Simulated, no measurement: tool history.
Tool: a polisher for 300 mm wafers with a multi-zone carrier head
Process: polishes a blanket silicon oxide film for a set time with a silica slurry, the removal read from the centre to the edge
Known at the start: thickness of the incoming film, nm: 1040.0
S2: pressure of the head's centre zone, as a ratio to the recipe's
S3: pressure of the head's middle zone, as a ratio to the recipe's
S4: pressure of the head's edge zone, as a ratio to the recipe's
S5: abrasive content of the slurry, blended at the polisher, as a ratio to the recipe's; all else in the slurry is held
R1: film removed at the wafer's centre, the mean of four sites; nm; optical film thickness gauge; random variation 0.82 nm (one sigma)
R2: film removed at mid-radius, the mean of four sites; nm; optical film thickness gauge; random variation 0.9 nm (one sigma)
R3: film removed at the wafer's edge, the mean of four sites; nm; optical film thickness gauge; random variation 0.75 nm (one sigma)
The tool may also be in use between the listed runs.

run 1 hour=0.0 | flow_of_slurry_(ml/min)=150 S2=1.00 S3=1.00 S4=1.00 S5=1.00 polishing_time_(s)=36 | R1=75.128 R2=73.605 R3=74.348
run 2 hour=2.5 | flow_of_slurry_(ml/min)=155 S2=1.00 S3=1.02 S4=1.01 S5=1.00 polishing_time_(s)=36 | R1=73.569 R2=75.354 R3=75.587
run 3 hour=11.2 | flow_of_slurry_(ml/min)=160 S2=1.01 S3=1.04 S4=1.01 S5=1.00 polishing_time_(s)=36 | R1=75.443 R2=76.986 R3=75.552
run 4 hour=15.1 | flow_of_slurry_(ml/min)=165 S2=1.01 S3=1.06 S4=1.02 S5=1.00 polishing_time_(s)=36 | R1=74.349 R2=79.525 R3=75.890
run 5 hour=21.2 | flow_of_slurry_(ml/min)=165 S2=1.01 S3=1.06 S4=1.02 S5=0.90 polishing_time_(s)=36 | R1=73.576 R2=76.559 R3=74.828
run 6 hour=27.9 | flow_of_slurry_(ml/min)=185 S2=1.01 S3=1.06 S4=1.02 S5=0.90 polishing_time_(s)=36 | R1=74.085 R2=78.056 R3=73.828
run 7 hour=36.7 | flow_of_slurry_(ml/min)=185 S2=1.02 S3=1.07 S4=1.03 S5=0.95 polishing_time_(s)=36 | R1=76.119 R2=78.259 R3=76.746

The next listed run, before its measurement:
run 8 hour=37.7 | flow_of_slurry_(ml/min)=185 S2=1.02 S3=1.08 S4=1.03 S5=1.00 polishing_time_(s)=36 | R1=? R2=? R3=?

Run 8 gave R1 77.992 nm, R2 80.451 nm, R3 77.306 nm.
